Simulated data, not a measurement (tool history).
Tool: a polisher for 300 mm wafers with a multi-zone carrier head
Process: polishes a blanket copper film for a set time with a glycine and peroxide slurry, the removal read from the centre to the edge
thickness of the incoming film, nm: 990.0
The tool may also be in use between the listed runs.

run	hour	flow of slurry (ml/min)	pressure of the head's centre zone	pressure of the head's middle zone	pressure of the head's edge zone	polishing time (s)	film removed at the wafer's centre (nm)	film removed at mid-radius (nm)	film removed at the wafer's edge (nm)
1	0	130	1	1	1	31	167.1	161.15	165.42
2	4.5	135	1	1	1.03	32	173.57	167.79	172.92
3	5.7	135	1	1	0.96	32	173.66	167.7	169.4
4	12	135	1	1	0.96	24	128.7	125.97	126.41
5	18.8	135	1	1	0.96	19	100.91	100.88	99.935
6	26.5	135	1.05	1	0.96	19	107.55	101.49	100.01
7	35	140	1.04	0.99	0.98	22	121.99	114.97	117.14
8	37.2	150	1.04	0.99	1	24	138.39	129.76	130.04
9	42.9	155	1.03	0.98	1.02	25	141.94	132.53	135.03

The next listed run, before its measurement:
10	43.6	155	1.02	0.98	1.04	27	?	?	?

{"run 10": {"film removed at the wafer's centre (nm)": 152.46, "film removed at mid-radius (nm)": 147.02, "film removed at the wafer's edge (nm)": 147.3}}

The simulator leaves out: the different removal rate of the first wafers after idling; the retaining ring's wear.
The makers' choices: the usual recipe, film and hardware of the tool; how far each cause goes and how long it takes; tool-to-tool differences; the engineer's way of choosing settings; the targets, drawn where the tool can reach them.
